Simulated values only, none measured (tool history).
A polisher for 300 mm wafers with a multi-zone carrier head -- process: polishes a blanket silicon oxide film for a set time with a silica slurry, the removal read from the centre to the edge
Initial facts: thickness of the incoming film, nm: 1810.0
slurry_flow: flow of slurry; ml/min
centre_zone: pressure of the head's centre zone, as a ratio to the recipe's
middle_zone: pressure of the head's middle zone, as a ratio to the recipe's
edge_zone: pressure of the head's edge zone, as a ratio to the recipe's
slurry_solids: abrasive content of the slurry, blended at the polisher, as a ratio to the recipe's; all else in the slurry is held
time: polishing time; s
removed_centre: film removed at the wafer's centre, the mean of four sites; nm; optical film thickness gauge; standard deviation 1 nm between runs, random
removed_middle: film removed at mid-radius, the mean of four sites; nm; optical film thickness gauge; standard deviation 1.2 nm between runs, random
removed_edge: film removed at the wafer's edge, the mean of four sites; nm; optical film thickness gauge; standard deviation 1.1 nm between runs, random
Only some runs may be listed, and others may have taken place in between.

| run | hour | slurry_flow | centre_zone | middle_zone | edge_zone | slurry_solids | time | removed_centre | removed_middle | removed_edge |
|---|---|---|---|---|---|---|---|---|---|---|
| 1 | 0 | 255 | 1 | 1 | 1 | 1 | 59 | 183.52 | 181.79 | 186.74 |
| 2 | 8.6 | 255 | 1 | 1 | 1 | 1 | 48 | 151.54 | 148.88 | 150.89 |
| 3 | 13.9 | 255 | 1 | 1.03 | 1 | 1 | 48 | 150.31 | 150.83 | 149.68 |
| 4 | 16.2 | 255 | 1.06 | 1.03 | 1 | 1 | 48 | 156.45 | 147.05 | 152.58 |
| 5 | 17.5 | 245 | 1.05 | 0.99 | 1 | 0.85 | 45 | 128.06 | 118.25 | 122.57 |
| 6 | 20.7 | 245 | 1.05 | 0.92 | 1 | 0.85 | 45 | 129.26 | 115.58 | 123.97 |
| 7 | 28.9 | 220 | 1.04 | 0.82 | 1 | 0.6 | 42 | 78.339 | 64.245 | 77.485 |

Expected results for the next run?
| 8 | 32.6 | 270 | 1.05 | 0.86 | 1.03 | 0.6 | 42 | ? | ? | ? |

removed_centre: 83.125 nm
removed_middle: 68.316 nm
removed_edge: 79.416 nm
